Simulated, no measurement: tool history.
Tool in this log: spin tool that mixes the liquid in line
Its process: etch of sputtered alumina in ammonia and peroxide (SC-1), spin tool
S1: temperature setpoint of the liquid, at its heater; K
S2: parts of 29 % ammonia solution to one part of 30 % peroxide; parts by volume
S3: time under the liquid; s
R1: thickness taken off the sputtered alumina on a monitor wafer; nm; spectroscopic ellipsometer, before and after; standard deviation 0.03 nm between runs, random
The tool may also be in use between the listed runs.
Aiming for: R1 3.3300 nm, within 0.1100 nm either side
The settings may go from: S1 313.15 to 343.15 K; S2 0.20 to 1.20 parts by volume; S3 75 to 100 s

Run 1, day 0.000: S1 329.15 K, S2 0.75 parts by volume, S3 100 s. Result: R1 7.0025 nm.
Run 2, day 0.088: S1 327.65 K, S2 0.75 parts by volume, S3 100 s. Result: R1 6.4684 nm.
Run 3, day 0.408: S1 326.15 K, S2 0.75 parts by volume, S3 100 s. Result: R1 5.9391 nm.
Run 4, day 0.658: S1 325.15 K, S2 0.75 parts by volume, S3 100 s. Result: R1 5.6255 nm.
Run 5, day 0.888: S1 325.15 K, S2 0.55 parts by volume, S3 100 s. Result: R1 5.4943 nm.
Run 6, day 1.192: S1 325.15 K, S2 0.80 parts by volume, S3 100 s. Result: R1 5.6907 nm.
Run 7, day 1.475: S1 324.15 K, S2 0.80 parts by volume, S3 100 s. Result: R1 5.3259 nm.
Run 8, day 1.512: S1 323.15 K, S2 0.80 parts by volume, S3 100 s. Result: R1 5.0137 nm.
Run 9, day 1.692: S1 322.15 K, S2 0.80 parts by volume, S3 100 s. Result: R1 4.7515 nm.
Run 10, day 1.925: S1 314.15 K, S2 0.75 parts by volume, S3 100 s. Result: R1 3.0536 nm.

Exercise: of the 4 proposed moves below, exactly one satisfies all targets within the stated allowed misses. Which move is it?
Run A, day 2.158: S1 316.15 K, S2 0.80 parts by volume, S3 90 s. Result: R1 ?.
Run B, day 2.158: S1 321.15 K, S2 0.60 parts by volume, S3 75 s. Result: R1 ?.
Run C, day 2.158: S1 314.15 K, S2 0.75 parts by volume, S3 95 s. Result: R1 ?.
Run D, day 2.158: S1 316.65 K, S2 0.75 parts by volume, S3 100 s. Result: R1 ?.

move      R1
   A  3.0650
   B  3.3003
   C  2.8625
   D  3.4837
A: roughly where the last run was
B: all results in spec
C: the biggest miss grows against the last run
D: carries the result that was furthest off beyond its target, to the other side
B is the move that brings every result within its allowed miss.
